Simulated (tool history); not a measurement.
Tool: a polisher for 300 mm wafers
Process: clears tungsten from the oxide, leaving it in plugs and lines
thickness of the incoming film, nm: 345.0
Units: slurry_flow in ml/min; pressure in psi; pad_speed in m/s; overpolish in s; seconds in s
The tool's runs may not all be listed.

run  hour  slurry_flow  pressure  pad_speed  slurry_solids  overpolish  seconds
  1     0          180       3.9       0.86              1           8   91.517
  2   5.8          180       3.9       0.86           0.85           8   96.373
  3  10.9          180       3.4       0.86           0.85           8   106.65
  4  15.5          180       3.3       0.86           0.85           8   108.47
  5  17.7          180       3.3       0.86              1           8   104.68
  6  25.6          180       3.3       0.78              1           8   115.51

Forecast run 7:
  7    28          180       3.2       0.78              1           8        ?

Run 7 gave seconds 122.13 s.

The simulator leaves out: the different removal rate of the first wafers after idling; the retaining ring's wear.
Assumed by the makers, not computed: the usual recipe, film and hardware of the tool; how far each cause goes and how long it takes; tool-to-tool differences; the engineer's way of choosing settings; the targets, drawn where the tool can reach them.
